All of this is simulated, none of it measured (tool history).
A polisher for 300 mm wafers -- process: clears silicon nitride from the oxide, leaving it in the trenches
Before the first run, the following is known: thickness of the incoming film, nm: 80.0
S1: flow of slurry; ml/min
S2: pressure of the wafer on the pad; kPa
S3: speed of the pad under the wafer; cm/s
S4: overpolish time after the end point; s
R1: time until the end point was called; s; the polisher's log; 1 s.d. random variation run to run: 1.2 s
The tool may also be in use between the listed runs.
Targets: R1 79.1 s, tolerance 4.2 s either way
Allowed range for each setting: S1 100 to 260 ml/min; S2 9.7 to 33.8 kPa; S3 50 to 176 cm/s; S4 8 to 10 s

| run | hour | S1 | S2 | S3 | S4 | R1 |
|---|---|---|---|---|---|---|
| 1 | 0 | 165 | 21.4 | 112 | 10 | 55.85 |
| 2 | 2 | 165 | 21.4 | 112 | 8 | 58.264 |
| 3 | 11 | 135 | 21.4 | 112 | 8 | 57.965 |
| 4 | 19 | 135 | 20 | 112 | 8 | 64.498 |
| 5 | 26.2 | 135 | 19.3 | 112 | 8 | 66.579 |
| 6 | 29.4 | 135 | 18.6 | 112 | 8 | 67.927 |
| 7 | 32.9 | 135 | 17.9 | 112 | 8 | 70.629 |
| 8 | 36.5 | 135 | 17.9 | 112 | 8 | 69.525 |
| 9 | 45.2 | 135 | 17.2 | 112 | 8 | 73.639 |

Exactly one of the 4 candidate moves below puts every result within its allowed miss. Which one?
| A | 53.9 | 115 | 15.2 | 106 | 8 | ? |
| B | 53.9 | 150 | 16.5 | 88 | 9 | ? |
| C | 53.9 | 145 | 15.2 | 100 | 10 | ? |
| D | 53.9 | 115 | 13.1 | 134 | 10 | ? |

| move | R1 |
|---|---|
| A | 88.884 |
| B | 95.234 |
| C | 91.836 |
| D | 81.418 |
A: takes the result that was furthest off past its target
B: takes the result that was furthest off past its target
C: takes the result that was furthest off past its target
D: all results land within tolerance of their targets
D is the move that brings every result within its allowed miss.

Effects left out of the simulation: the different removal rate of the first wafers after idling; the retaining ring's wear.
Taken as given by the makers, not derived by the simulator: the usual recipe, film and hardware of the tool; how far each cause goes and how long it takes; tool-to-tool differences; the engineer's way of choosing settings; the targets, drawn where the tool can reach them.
